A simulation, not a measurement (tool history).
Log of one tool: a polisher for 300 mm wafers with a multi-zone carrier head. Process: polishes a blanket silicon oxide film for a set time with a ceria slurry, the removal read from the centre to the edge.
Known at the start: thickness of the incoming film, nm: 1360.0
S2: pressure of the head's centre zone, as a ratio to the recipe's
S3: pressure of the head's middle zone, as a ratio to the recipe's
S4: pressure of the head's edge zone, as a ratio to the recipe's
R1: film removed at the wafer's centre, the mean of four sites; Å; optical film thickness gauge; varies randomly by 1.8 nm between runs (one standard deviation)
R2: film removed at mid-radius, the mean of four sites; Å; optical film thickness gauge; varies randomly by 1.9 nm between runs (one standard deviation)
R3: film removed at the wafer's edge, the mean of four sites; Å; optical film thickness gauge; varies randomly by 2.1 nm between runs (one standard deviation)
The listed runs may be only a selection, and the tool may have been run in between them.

{"run": 1, "hour": 0.0, "flow of slurry (ml/min)": 205, "S2": 1.0, "S3": 1.0, "S4": 1.0, "polishing time (s)": 46, "R1": 2507.1, "R2": 2407.1, "R3": 2370.4}
{"run": 2, "hour": 8.9, "flow of slurry (ml/min)": 205, "S2": 1.07, "S3": 1.0, "S4": 1.0, "polishing time (s)": 46, "R1": 2641.8, "R2": 2396.2, "R3": 2345.2}
{"run": 3, "hour": 16.4, "flow of slurry (ml/min)": 205, "S2": 1.07, "S3": 1.0, "S4": 1.0, "polishing time (s)": 55, "R1": 3113.9, "R2": 2883.7, "R3": 2842.3}
{"run": 4, "hour": 17.5, "flow of slurry (ml/min)": 200, "S2": 1.04, "S3": 1.0, "S4": 1.0, "polishing time (s)": 53, "R1": 2936.0, "R2": 2705.9, "R3": 2697.9}
{"run": 5, "hour": 26.3, "flow of slurry (ml/min)": 200, "S2": 1.11, "S3": 1.0, "S4": 1.0, "polishing time (s)": 53, "R1": 3171.8, "R2": 2766.2, "R3": 2731.5}
{"run": 6, "hour": 26.9, "flow of slurry (ml/min)": 200, "S2": 1.08, "S3": 1.0, "S4": 0.99, "polishing time (s)": 51, "R1": 2975.0, "R2": 2650.1, "R3": 2617.8}
{"run": 7, "hour": 32.0, "flow of slurry (ml/min)": 200, "S2": 1.06, "S3": 1.0, "S4": 1.0, "polishing time (s)": 49, "R1": 2796.9, "R2": 2563.9, "R3": 2490.1}
{"run": 8, "hour": 36.1, "flow of slurry (ml/min)": 200, "S2": 1.04, "S3": 1.0, "S4": 1.0, "polishing time (s)": 47, "R1": 2583.7, "R2": 2435.7, "R3": 2372.2}

Expected results for the next run?
{"run": 9, "hour": 39.2, "flow of slurry (ml/min)": 195, "S2": 1.02, "S3": 1.0, "S4": 1.0, "polishing time (s)": 46, "R1": "?", "R2": "?", "R3": "?"}

{"run 9": {"R1": 2552.6, "R2": 2375.3, "R3": 2371.4}}

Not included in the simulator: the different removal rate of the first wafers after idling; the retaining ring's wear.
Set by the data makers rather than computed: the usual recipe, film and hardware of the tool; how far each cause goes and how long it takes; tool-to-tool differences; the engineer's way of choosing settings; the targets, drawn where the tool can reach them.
